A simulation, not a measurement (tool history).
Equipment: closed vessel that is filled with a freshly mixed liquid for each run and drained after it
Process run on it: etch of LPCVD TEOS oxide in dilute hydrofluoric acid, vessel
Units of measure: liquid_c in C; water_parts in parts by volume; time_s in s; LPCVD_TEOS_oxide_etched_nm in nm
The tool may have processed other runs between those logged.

run    day  liquid_c  water_parts  time_s  LPCVD_TEOS_oxide_etched_nm
  1      0        24          100     120                      62.346
  2  0.154        25           95     120                      68.498
  3  0.358        25           95     130                      73.689
  4  0.558        25           95     120                      69.163
  5  0.746        25          130     120                      47.975
  6  0.883        25           95     120                      68.604

Expected results for the next run?
  7  1.2        26           90     120                           ?

{"run 7": {"LPCVD_TEOS_oxide_etched_nm": 75.783}}

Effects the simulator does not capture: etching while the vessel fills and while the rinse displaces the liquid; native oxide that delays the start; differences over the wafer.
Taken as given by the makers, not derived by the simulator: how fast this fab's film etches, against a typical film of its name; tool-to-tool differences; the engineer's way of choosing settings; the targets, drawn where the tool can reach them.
